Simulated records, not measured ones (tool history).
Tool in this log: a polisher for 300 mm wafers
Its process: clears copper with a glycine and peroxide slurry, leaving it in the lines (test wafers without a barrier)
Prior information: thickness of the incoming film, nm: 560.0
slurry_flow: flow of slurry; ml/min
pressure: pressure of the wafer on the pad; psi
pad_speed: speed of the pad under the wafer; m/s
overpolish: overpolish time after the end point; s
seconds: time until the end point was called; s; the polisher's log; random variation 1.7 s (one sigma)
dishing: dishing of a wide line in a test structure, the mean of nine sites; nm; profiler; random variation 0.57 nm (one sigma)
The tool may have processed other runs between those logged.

run 1 hour=0 | slurry_flow=270 pressure=2.7 pad_speed=1 overpolish=19 | seconds=118.85 dishing=46.01
run 2 hour=4.9 | slurry_flow=270 pressure=2.7 pad_speed=1.12 overpolish=19 | seconds=108.71 dishing=48.93
run 3 hour=6.6 | slurry_flow=270 pressure=2.7 pad_speed=0.92 overpolish=19 | seconds=121.7 dishing=45.603
run 4 hour=8.2 | slurry_flow=270 pressure=2.9 pad_speed=0.94 overpolish=19 | seconds=116.18 dishing=47.48
run 5 hour=10.1 | slurry_flow=270 pressure=3.1 pad_speed=0.96 overpolish=18 | seconds=107.82 dishing=49.007
run 6 hour=17 | slurry_flow=270 pressure=3.2 pad_speed=0.98 overpolish=17 | seconds=103.97 dishing=47.661

Predict the results of run 7:
run 7 hour=21.9 | slurry_flow=270 pressure=3.3 pad_speed=0.98 overpolish=17 | seconds=? dishing=?

Run 7 gave seconds 98.038 s, dishing 48.952 nm.
